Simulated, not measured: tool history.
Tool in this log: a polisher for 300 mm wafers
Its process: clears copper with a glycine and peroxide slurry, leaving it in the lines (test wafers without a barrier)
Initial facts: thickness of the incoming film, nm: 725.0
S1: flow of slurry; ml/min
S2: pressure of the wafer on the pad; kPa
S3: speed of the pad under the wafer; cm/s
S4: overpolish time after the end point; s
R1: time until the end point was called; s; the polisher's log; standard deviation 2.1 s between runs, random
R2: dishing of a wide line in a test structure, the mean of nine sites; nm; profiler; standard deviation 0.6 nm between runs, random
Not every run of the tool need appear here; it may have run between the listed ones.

run 1 hour=0 | S1=140 S2=15.2 S3=112 S4=27 | R1=119.92 R2=95.443
run 2 hour=4.6 | S1=140 S2=14.5 S3=110 S4=25 | R1=123.57 R2=84.609
run 3 hour=9.4 | S1=140 S2=13.8 S3=106 S4=24 | R1=130.05 R2=76.095
run 4 hour=15.1 | S1=140 S2=13.8 S3=134 S4=24 | R1=107.97 R2=88.238
run 5 hour=23.9 | S1=155 S2=13.8 S3=134 S4=24 | R1=106.88 R2=90.005
run 6 hour=26.2 | S1=155 S2=13.1 S3=128 S4=23 | R1=115.29 R2=82.121
run 7 hour=29.4 | S1=155 S2=12.4 S3=122 S4=22 | R1=124.52 R2=75.854
run 8 hour=35 | S1=155 S2=11.7 S3=118 S4=21 | R1=136.79 R2=68.746
run 9 hour=44 | S1=155 S2=11 S3=116 S4=20 | R1=146.88 R2=62.945
run 10 hour=47.7 | S1=155 S2=10.3 S3=116 S4=19 | R1=152.08 R2=59.414

What does the tool deliver on the next run?
run 11 hour=52.8 | S1=155 S2=9.7 S3=114 S4=18 | R1=? R2=?

Run 11 produced R1 158.26 s, R2 52.543 nm.

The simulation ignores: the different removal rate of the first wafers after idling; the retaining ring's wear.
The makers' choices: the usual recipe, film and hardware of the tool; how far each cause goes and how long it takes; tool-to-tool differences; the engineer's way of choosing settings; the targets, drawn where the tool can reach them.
